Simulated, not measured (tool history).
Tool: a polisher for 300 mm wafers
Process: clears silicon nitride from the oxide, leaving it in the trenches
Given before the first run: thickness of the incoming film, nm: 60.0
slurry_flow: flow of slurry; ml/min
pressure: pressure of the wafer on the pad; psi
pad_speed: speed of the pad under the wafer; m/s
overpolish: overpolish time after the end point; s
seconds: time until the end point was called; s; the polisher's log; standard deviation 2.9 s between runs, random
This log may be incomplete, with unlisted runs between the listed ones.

Run 1, hour 0.0: slurry_flow 295 ml/min, pressure 1.9 psi, pad_speed 1.18 m/s, overpolish 42 s. Result: seconds 113.020 s.
Run 2, hour 1.3: slurry_flow 295 ml/min, pressure 1.9 psi, pad_speed 1.18 m/s, overpolish 42 s. Result: seconds 116.520 s.
Run 3, hour 8.5: slurry_flow 295 ml/min, pressure 1.9 psi, pad_speed 1.28 m/s, overpolish 42 s. Result: seconds 103.060 s.
Run 4, hour 11.2: slurry_flow 365 ml/min, pressure 1.9 psi, pad_speed 1.28 m/s, overpolish 42 s. Result: seconds 98.038 s.
Run 5, hour 17.3: slurry_flow 365 ml/min, pressure 2.4 psi, pad_speed 1.28 m/s, overpolish 42 s. Result: seconds 81.645 s.
Run 6, hour 23.5: slurry_flow 365 ml/min, pressure 2.7 psi, pad_speed 1.28 m/s, overpolish 42 s. Result: seconds 72.035 s.
At hour 30.1: worn pad replaced by a new one.
Run 7, hour 30.1: slurry_flow 365 ml/min, pressure 2.3 psi, pad_speed 1.24 m/s, overpolish 42 s. Result: seconds 76.679 s.
Run 8, hour 35.2: slurry_flow 325 ml/min, pressure 2.1 psi, pad_speed 1.22 m/s, overpolish 42 s. Result: seconds 86.184 s.
Run 9, hour 38.8: slurry_flow 325 ml/min, pressure 1.5 psi, pad_speed 1.04 m/s, overpolish 42 s. Result: seconds 139.090 s.

What will run 10 give?
Run 10, hour 45.3: slurry_flow 325 ml/min, pressure 1.5 psi, pad_speed 1.04 m/s, overpolish 42 s. Result: seconds ?.

Run 10 measured seconds 143.910 s.

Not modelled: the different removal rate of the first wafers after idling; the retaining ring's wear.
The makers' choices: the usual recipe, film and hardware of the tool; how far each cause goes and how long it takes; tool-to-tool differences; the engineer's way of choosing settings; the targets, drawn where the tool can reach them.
